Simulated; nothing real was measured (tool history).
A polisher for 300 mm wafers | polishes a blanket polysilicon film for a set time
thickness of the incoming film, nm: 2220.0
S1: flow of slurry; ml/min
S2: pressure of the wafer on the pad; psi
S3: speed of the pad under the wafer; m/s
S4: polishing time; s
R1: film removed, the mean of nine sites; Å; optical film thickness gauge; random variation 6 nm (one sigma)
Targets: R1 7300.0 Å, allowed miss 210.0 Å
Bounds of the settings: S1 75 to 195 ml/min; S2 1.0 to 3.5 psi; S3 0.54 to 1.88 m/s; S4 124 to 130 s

Run 1, hour 0.0: S1 125 ml/min, S2 2.2 psi, S3 1.20 m/s, S4 124 s. Result: R1 11521.0 Å.
Run 2, hour 1.8: S1 95 ml/min, S2 2.2 psi, S3 1.20 m/s, S4 124 s. Result: R1 10585.0 Å.
Run 3, hour 7.8: S1 95 ml/min, S2 2.2 psi, S3 1.20 m/s, S4 130 s. Result: R1 11339.0 Å.
Run 4, hour 13.9: S1 80 ml/min, S2 2.2 psi, S3 1.20 m/s, S4 130 s. Result: R1 10605.0 Å.
Run 5, hour 21.0: S1 110 ml/min, S2 2.2 psi, S3 1.20 m/s, S4 130 s. Result: R1 11876.0 Å.
Run 6, hour 25.1: S1 110 ml/min, S2 2.2 psi, S3 1.44 m/s, S4 130 s. Result: R1 13465.0 Å.
Run 7, hour 25.7: S1 105 ml/min, S2 2.0 psi, S3 1.44 m/s, S4 130 s. Result: R1 12514.0 Å.
Run 8, hour 27.8: S1 100 ml/min, S2 1.8 psi, S3 1.42 m/s, S4 130 s. Result: R1 11074.0 Å.
Run 9, hour 34.2: S1 95 ml/min, S2 1.7 psi, S3 1.42 m/s, S4 130 s. Result: R1 10645.0 Å.
Run 10, hour 41.1: S1 90 ml/min, S2 1.6 psi, S3 1.40 m/s, S4 130 s. Result: R1 10045.0 Å.
Run 11, hour 47.0: S1 90 ml/min, S2 1.5 psi, S3 1.38 m/s, S4 130 s. Result: R1 9300.4 Å.
Run 12, hour 52.6: S1 90 ml/min, S2 1.5 psi, S3 1.38 m/s, S4 130 s. Result: R1 9368.7 Å.
Run 13, hour 57.2: S1 90 ml/min, S2 1.4 psi, S3 1.38 m/s, S4 130 s. Result: R1 8850.4 Å.
Run 14, hour 62.8: S1 90 ml/min, S2 1.3 psi, S3 1.38 m/s, S4 130 s. Result: R1 8443.3 Å.

Which of these 4 next moves meets every target?
Run A, hour 68.4: S1 105 ml/min, S2 1.1 psi, S3 1.36 m/s, S4 129 s. Result: R1 ?.
Run B, hour 68.4: S1 75 ml/min, S2 1.3 psi, S3 1.36 m/s, S4 130 s. Result: R1 ?.
Run C, hour 68.4: S1 115 ml/min, S2 1.0 psi, S3 1.24 m/s, S4 124 s. Result: R1 ?.
Run D, hour 68.4: S1 75 ml/min, S2 1.2 psi, S3 1.38 m/s, S4 127 s. Result: R1 ?.

move      R1
   A  7707.6
   B  7718.8
   C  6653.8
   D  7244.6
A: nearer than the last run, and not there yet
B: nearer than the last run, and not there yet
C: takes the result that was furthest off past its target
D: meets every target
The right move is D.
